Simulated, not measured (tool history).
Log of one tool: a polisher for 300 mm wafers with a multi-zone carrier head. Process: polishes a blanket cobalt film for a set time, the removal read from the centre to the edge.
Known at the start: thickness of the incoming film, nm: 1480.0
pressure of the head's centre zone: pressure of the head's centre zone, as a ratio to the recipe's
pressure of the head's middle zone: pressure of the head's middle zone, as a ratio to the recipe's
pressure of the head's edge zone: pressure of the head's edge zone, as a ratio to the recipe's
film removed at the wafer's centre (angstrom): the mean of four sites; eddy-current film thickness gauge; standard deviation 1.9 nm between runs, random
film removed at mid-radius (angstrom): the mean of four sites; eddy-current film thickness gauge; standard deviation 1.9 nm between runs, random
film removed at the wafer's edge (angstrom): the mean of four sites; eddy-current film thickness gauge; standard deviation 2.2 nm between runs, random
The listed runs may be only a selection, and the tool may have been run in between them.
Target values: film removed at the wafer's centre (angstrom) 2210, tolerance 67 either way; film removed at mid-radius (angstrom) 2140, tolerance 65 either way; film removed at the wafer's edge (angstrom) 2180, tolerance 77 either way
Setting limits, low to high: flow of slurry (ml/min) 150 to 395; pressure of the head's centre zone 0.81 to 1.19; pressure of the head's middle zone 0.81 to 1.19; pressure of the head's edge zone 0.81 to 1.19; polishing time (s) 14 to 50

run,day,flow of slurry (ml/min),pressure of the head's centre zone,pressure of the head's middle zone,pressure of the head's edge zone,polishing time (s),film removed at the wafer's centre (angstrom),film removed at mid-radius (angstrom),film removed at the wafer's edge (angstrom)
1,0,250,1,1,1,32,1672.7,1699.6,1727.9
2,0.317,250,1,1.06,1,32,1676.9,1781.8,1726.7
3,0.358,250,0.92,1.06,1,32,1521.7,1787.9,1735.2
4,0.529,260,0.96,1.07,1.03,33,1654,1863.6,1817.3
5,0.825,240,0.96,1.07,1.03,33,1606,1833,1805.2
6,0.992,240,0.96,1.07,1.03,27,1343.4,1531.5,1451
7,1.3,250,0.99,1.07,1.05,29,1485.1,1611.5,1606.6
8,1.567,320,1.09,1.17,1.09,37,2194.2,2289.2,2089.3

Of the 5 settings listed for the next run, only one would bring every result within its allowed miss of target. Which one?
A,1.833,285,1,1.04,1.08,38,?,?,?
B,1.833,260,1.03,1.1,1.12,41,?,?,?
C,1.833,325,1.11,1.05,1.16,41,?,?,?
D,1.833,325,1.09,1.04,1.09,38,?,?,?
E,1.833,240,1,1.03,1.19,40,?,?,?

move,film removed at the wafer's centre (angstrom),film removed at mid-radius (angstrom),film removed at the wafer's edge (angstrom)
A,1999.3,2114.3,2175.8
B,2197.3,2367.2,2370
C,2432.2,2329.4,2459.7
D,2213.2,2141.9,2208.6
E,2056.3,2161.4,2369.7
A: the worst result of the last run now meets its target, but another is out of spec
B: moves away from the targets compared with the last run
C: moves away from the targets compared with the last run
D: all results in spec
E: the worst result of the last run now meets its target, but another is out of spec
The right move is D.
